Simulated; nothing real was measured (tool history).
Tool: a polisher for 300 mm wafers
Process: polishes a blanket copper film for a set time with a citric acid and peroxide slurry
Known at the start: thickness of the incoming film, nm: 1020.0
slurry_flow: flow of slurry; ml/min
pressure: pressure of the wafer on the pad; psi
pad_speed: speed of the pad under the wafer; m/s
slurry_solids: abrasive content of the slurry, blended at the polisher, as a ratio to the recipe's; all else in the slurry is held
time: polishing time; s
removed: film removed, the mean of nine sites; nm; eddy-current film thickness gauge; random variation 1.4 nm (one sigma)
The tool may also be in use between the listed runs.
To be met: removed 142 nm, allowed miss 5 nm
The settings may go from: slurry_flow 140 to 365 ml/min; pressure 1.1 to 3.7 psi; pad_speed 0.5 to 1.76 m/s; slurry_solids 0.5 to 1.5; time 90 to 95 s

| run | hour | slurry_flow | pressure | pad_speed | slurry_solids | time | removed |
|---|---|---|---|---|---|---|---|
| 1 | 0 | 235 | 2.4 | 1.12 | 1 | 90 | 196.68 |
| 2 | 3.4 | 235 | 2.4 | 1.3 | 1 | 90 | 230.15 |
| 3 | 9.4 | 235 | 1.8 | 1.3 | 1 | 90 | 171.62 |
| 4 | 12 | 235 | 1.8 | 1.3 | 0.9 | 90 | 163.07 |
| 5 | 18.9 | 235 | 1.6 | 1.3 | 0.9 | 90 | 148.99 |
| 6 | 25 | 235 | 1.2 | 1.3 | 0.9 | 90 | 113.15 |
|  | 31 | head pressure recalibrated |
| 7 | 31 | 235 | 1.4 | 1.3 | 0.9 | 90 | 125.34 |
| 8 | 36.1 | 235 | 1.5 | 1.3 | 0.9 | 90 | 132.67 |

4 next moves are on the table. One of them brings every result within its allowed miss. Which?
| A | 41.2 | 295 | 1.5 | 1.26 | 1.1 | 94 | ? |
| B | 41.2 | 195 | 1.5 | 1.42 | 1.05 | 95 | ? |
| C | 41.2 | 160 | 1.3 | 1.68 | 1 | 95 | ? |
| D | 41.2 | 240 | 1.8 | 1.22 | 0.9 | 95 | ? |

| move | removed |
|---|---|
| A | 145.1 |
| B | 156 |
| C | 154.1 |
| D | 158.01 |
A: meets every target
B: takes the result that was furthest off past its target
C: takes the result that was furthest off past its target
D: takes the result that was furthest off past its target
Move A is the one to make.

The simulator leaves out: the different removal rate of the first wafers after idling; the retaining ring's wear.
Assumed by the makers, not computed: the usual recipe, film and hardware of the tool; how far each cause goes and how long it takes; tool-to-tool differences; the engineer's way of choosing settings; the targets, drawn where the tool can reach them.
